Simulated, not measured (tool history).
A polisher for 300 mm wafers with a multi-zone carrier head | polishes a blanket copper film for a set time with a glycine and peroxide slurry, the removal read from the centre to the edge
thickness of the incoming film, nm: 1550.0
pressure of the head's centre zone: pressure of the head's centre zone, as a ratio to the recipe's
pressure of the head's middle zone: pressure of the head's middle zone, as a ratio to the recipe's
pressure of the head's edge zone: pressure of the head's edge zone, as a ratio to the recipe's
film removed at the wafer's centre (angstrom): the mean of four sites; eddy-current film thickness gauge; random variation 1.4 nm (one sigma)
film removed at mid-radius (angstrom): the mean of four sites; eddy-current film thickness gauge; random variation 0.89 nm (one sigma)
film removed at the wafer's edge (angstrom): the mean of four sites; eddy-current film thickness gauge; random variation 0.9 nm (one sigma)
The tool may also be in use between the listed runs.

run	hour	flow of slurry (ml/min)	pressure of the head's centre zone	pressure of the head's middle zone	pressure of the head's edge zone	polishing time (s)	film removed at the wafer's centre (angstrom)	film removed at mid-radius (angstrom)	film removed at the wafer's edge (angstrom)
1	0.0	280	1.00	1.00	1.00	42	1739.4	1726.9	1757.8
2	2.9	275	0.99	0.98	0.98	41	1685.1	1662.0	1681.4
3	9.7	270	0.98	0.96	0.96	41	1676.3	1621.5	1699.3
4	13.3	270	0.98	0.92	0.96	41	1693.1	1555.7	1675.4
5	21.2	235	0.98	0.92	0.96	41	1631.3	1554.2	1647.9
6	22.9	285	0.98	0.92	0.96	41	1701.4	1579.1	1679.3
7	29.3	275	0.97	0.92	0.94	41	1649.9	1564.6	1675.5
8	30.7	265	0.97	0.92	0.93	40	1615.0	1520.1	1618.2
9	36.7	255	0.97	0.92	0.91	40	1592.4	1514.2	1587.1
10	40.6	245	0.97	0.92	0.90	40	1633.6	1505.5	1554.3

Forecast run 11:
11	44.8	240	0.96	0.92	0.90	40	?	?	?

film removed at the wafer's centre (angstrom): 1584.1
film removed at mid-radius (angstrom): 1503.9
film removed at the wafer's edge (angstrom): 1575.5
